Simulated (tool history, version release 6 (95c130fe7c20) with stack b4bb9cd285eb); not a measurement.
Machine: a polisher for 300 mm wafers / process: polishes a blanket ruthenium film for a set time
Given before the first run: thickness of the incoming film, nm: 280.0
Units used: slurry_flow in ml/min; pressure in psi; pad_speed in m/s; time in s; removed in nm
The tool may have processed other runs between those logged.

run  hour  slurry_flow  pressure  pad_speed  time  removed
  1   0.0          305       2.2       1.26    66   78.465
  2   8.8          305       1.8       1.26    66   65.697
  3  15.5          305       1.6       1.26    66   58.338
  4  20.1          310       2.0       1.26    66   73.102
  5  27.5          310       2.0       1.56    66   84.502
  6  36.4          310       2.0       1.56    69   88.817
  7  40.9          320       2.2       1.56    69   96.567

What does the tool deliver on the next run?
  8  48.3          320       2.3       1.56    69        ?

{"run 8": {"removed": 101.31}}
